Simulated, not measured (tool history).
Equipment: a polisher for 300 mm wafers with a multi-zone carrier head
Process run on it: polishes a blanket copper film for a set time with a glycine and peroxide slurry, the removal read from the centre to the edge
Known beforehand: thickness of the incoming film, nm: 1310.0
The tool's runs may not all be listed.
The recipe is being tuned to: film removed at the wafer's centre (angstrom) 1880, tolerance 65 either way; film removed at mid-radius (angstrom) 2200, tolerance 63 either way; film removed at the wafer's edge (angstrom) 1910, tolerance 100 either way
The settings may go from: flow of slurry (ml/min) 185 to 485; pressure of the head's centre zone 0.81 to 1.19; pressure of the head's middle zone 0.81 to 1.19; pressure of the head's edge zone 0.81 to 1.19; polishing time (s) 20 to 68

run	hour	flow of slurry (ml/min)	pressure of the head's centre zone	pressure of the head's middle zone	pressure of the head's edge zone	polishing time (s)	film removed at the wafer's centre (angstrom)	film removed at mid-radius (angstrom)	film removed at the wafer's edge (angstrom)
1	0	310	1	1	1	44	2283.8	2300.2	2296.6
2	3.7	310	1	1	1.06	44	2301.9	2323.9	2282.9
3	8.7	310	1	1.02	1.06	43	2198.5	2275.5	2345.5
4	12.5	310	0.97	1.01	1.02	43	2174.6	2258.2	2272.1
5	13.2	310	0.97	1.08	1.02	43	2177.8	2385.6	2286.5
6	17.5	310	0.97	1.01	1.02	43	2215.2	2289.8	2228
7	19.6	305	0.95	1.01	1.01	42	2082.2	2183.7	2234.6
8	20.6	320	0.95	1.04	0.99	41	2001.7	2188.5	2087
9	29.4	330	0.94	1.04	0.98	41	2009.4	2192.1	2129.6

Of the 5 settings listed for the next run, only one would bring every result within its allowed miss of target. Which one?
A	38.2	300	0.92	0.93	1.01	45	?	?	?
B	38.2	260	0.98	1.07	1.03	41	?	?	?
C	38.2	380	0.85	1.02	1.1	42	?	?	?
D	38.2	360	0.95	1.12	0.89	38	?	?	?
E	38.2	285	1.01	0.94	1.03	44	?	?	?

move	film removed at the wafer's centre (angstrom)	film removed at mid-radius (angstrom)	film removed at the wafer's edge (angstrom)
A	2133.6	2222.5	2350.5
B	2049.3	2216.1	2141.4
C	1872.3	2252.6	2314.4
D	1889	2175.1	1884.1
E	2282.7	2180.4	2313.5
A: further off than the last run
B: further off than the last run
C: further off than the last run
D: all results land within tolerance of their targets
E: further off than the last run
The move that meets every target is D.
